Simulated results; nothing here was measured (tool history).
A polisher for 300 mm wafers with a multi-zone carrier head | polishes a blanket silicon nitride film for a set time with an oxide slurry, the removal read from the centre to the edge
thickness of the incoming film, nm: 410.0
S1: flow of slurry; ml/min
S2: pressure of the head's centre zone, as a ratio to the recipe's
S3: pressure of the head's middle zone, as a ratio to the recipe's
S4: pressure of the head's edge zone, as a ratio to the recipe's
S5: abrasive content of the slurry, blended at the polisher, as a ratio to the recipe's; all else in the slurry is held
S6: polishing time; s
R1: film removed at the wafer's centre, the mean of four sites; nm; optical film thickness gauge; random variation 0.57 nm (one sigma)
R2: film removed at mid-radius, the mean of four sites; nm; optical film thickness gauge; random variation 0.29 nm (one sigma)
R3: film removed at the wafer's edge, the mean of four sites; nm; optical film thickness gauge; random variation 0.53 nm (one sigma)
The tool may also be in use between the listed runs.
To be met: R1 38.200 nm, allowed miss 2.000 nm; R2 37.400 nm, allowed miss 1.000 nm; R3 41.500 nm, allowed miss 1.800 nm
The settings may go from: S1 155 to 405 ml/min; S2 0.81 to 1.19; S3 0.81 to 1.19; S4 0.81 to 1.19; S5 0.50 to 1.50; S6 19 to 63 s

run	hour	S1	S2	S3	S4	S5	S6	R1	R2	R3
1	0.0	260	1.00	1.00	1.00	1.00	41	30.150	29.456	30.043
2	7.1	260	1.00	1.00	1.00	0.80	41	28.245	27.574	27.625
3	11.0	260	1.07	1.00	1.00	0.80	41	29.336	28.138	27.871
4	11.9	260	1.07	1.01	1.03	0.90	41	29.527	28.464	28.743
5	19.3	230	1.07	1.01	1.03	0.90	41	30.520	28.795	28.814
6	24.3	235	1.06	1.01	1.04	1.00	42	31.479	30.069	29.987
7	29.0	245	1.04	1.00	1.05	1.10	43	32.289	31.627	31.517
8	30.4	250	1.02	0.98	1.06	1.15	44	34.106	32.235	32.590
9	36.3	260	0.99	0.97	1.08	1.20	45	34.374	33.032	34.367
10	44.2	265	0.98	0.96	1.09	1.25	45	35.192	33.110	35.045
11	47.2	275	0.97	0.96	1.10	1.30	45	34.044	34.018	35.769
12	53.2	280	0.97	0.95	1.11	1.35	45	34.452	34.587	36.954
13	61.3	285	0.98	0.94	1.12	1.35	45	35.420	33.844	37.088
14	63.1	295	0.99	0.94	1.13	1.35	45	36.750	33.583	37.107

5 next moves are on the table. One of them brings every result within its allowed miss. Which?
A	64.9	370	1.07	1.06	0.93	1.45	43	?	?	?
B	64.9	315	0.92	1.02	1.07	1.45	45	?	?	?
C	64.9	305	1.03	0.82	1.19	1.40	44	?	?	?
D	64.9	355	0.92	0.94	1.19	1.15	51	?	?	?
E	64.9	270	1.15	1.05	1.04	1.40	43	?	?	?

move	R1	R2	R3
A	38.880	37.231	33.489
B	35.767	37.235	36.357
C	37.523	29.957	36.572
D	38.299	37.202	40.367
E	39.489	35.557	33.679
A: brings the result that was furthest off to its target, and leaves another outside
B: brings the result that was furthest off to its target, and leaves another outside
C: further off than the last run
D: meets every target
E: further off than the last run
Move D is the one to make.

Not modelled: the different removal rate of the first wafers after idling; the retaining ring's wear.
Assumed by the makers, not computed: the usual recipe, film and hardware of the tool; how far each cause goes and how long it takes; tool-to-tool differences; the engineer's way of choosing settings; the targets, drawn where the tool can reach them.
